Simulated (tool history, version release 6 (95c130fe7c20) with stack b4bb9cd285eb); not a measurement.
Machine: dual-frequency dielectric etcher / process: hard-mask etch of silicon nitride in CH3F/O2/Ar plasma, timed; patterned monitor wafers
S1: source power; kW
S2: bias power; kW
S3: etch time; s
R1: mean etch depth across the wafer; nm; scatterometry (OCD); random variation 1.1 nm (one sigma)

{"run": 1, "hour": 0.0, "S1": 0.38, "S2": 0.095, "S3": 233.5, "R1": 198.96}
{"run": 2, "hour": 6.4, "S1": 0.38, "S2": 0.095, "S3": 233.5, "R1": 200.39}
{"run": 3, "hour": 15.4, "S1": 0.34, "S2": 0.087, "S3": 233.5, "R1": 177.4}
{"run": 4, "hour": 17.8, "S1": 0.36, "S2": 0.087, "S3": 233.5, "R1": 183.54}
{"run": 5, "hour": 22.9, "S1": 0.33, "S2": 0.086, "S3": 233.5, "R1": 175.53}
{"run": 6, "hour": 23.9, "S1": 0.33, "S2": 0.086, "S3": 243.5, "R1": 180.88}
{"run": 7, "hour": 25.4, "S1": 0.31, "S2": 0.085, "S3": 243.5, "R1": 172.1}
{"run": 8, "hour": 32.8, "S1": 0.24, "S2": 0.082, "S3": 243.0, "R1": 136.72}
{"run": 9, "hour": 41.4, "S1": 0.3, "S2": 0.083, "S3": 243.0, "R1": 166.25}
{"run": 10, "hour": 49.9, "S1": 0.3, "S2": 0.083, "S3": 243.0, "R1": 164.96}
{"run": 11, "hour": 51.4, "S1": 0.25, "S2": 0.079, "S3": 242.5, "R1": 137.27}
{"run": 12, "hour": 53.1, "S1": 0.26, "S2": 0.079, "S3": 242.5, "R1": 143.47}
{"run": 13, "hour": 57.7, "S1": 0.27, "S2": 0.079, "S3": 242.5, "R1": 149.82}
{"run": 14, "hour": 65.1, "S1": 0.28, "S2": 0.079, "S3": 242.5, "R1": 150.93}

Estimate the outcome of run 15 from the log above:
{"run": 15, "hour": 69.1, "S1": 0.31, "S2": 0.081, "S3": 243.0, "R1": "?"}

R1: 167.22 nm
